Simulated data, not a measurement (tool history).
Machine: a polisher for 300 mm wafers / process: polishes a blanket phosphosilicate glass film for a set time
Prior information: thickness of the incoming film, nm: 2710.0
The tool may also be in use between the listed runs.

run	day	flow of slurry (ml/min)	pressure of the wafer on the pad (kPa)	speed of the pad under the wafer (m/s)	abrasive content of the slurry	polishing time (s)	film removed (nm)
1	0.000	300	18.6	1.20	1.0	22	182.44
2	0.338	300	17.2	1.20	1.0	22	169.71
3	0.696	355	17.2	1.20	1.0	22	173.60
4	0.967	355	16.5	1.20	1.0	22	170.10
5	1.296	355	16.5	1.20	1.2	22	187.65
6	1.346	355	12.4	1.20	1.2	22	152.28
7	1.683	350	11.7	1.20	1.2	22	145.71
8	1.800	345	11.0	1.20	1.2	22	138.76
9	2.042	340	11.0	1.20	1.2	22	139.61

What will run 10 give?
10	2.371	335	11.0	1.20	1.2	22	?

film removed (nm): 138.25
